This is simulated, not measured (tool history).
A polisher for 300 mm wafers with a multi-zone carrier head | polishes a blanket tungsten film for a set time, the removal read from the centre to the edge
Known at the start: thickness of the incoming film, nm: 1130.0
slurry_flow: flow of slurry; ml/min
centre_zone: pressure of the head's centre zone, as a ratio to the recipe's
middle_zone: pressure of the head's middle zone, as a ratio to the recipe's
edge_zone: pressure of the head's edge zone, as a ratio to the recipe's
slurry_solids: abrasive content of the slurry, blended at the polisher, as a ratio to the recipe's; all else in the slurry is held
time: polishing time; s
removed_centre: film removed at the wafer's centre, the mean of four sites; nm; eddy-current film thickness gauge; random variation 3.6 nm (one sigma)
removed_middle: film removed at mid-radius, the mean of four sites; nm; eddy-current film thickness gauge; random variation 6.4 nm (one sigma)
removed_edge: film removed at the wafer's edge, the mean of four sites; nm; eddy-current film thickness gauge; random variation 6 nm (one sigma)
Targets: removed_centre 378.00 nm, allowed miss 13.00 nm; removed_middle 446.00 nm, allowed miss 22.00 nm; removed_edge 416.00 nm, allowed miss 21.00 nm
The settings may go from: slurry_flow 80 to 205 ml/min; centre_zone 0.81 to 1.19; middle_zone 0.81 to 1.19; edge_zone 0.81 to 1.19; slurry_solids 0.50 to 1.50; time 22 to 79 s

run  hour  slurry_flow  centre_zone  middle_zone  edge_zone  slurry_solids  time  removed_centre  removed_middle  removed_edge
  1   0.0          135         1.00         1.00       1.00           1.00    50          252.62          253.62        254.16
  2   6.5          140         0.99         1.02       1.02           1.10    52          271.14          278.36        281.41
  3   8.6          140         0.99         1.02       0.95           1.10    52          268.62          275.18        264.27
  4  13.6          140         0.99         1.02       0.95           1.25    52          277.59          286.42        276.31
  5  17.3          140         0.99         1.07       0.95           1.25    52          284.20          298.71        278.65
  6  23.8          140         0.99         1.07       0.99           1.25    52          278.42          306.25        279.98
  7  29.6          145         0.99         1.07       1.01           1.30    54          301.69          317.18        299.96
  8  35.5          145         0.98         1.08       1.03           1.35    56          309.99          337.62        313.75
  9  36.3          145         0.98         1.08       1.03           1.35    56          311.21          335.21        320.50

4 next moves are on the table. One of them brings every result within its allowed miss. Which?
  A  37.1          145         0.99         1.07       1.06           1.40    63               ?               ?             ?
  B  37.1          160         0.91         1.13       1.05           1.50    67               ?               ?             ?
  C  37.1          160         1.14         0.87       1.03           1.35    51               ?               ?             ?
  D  37.1          160         0.92         1.13       0.96           1.10    68               ?               ?             ?

move  removed_centre  removed_middle  removed_edge
   A          357.53          387.23        373.16
   B          373.00          449.72        409.36
   C          326.19          266.65        299.35
   D          344.50          411.97        359.05
A: nearer than the last run, and not there yet
B: meets every target
C: further off than the last run
D: nearer than the last run, and not there yet
Answer: B
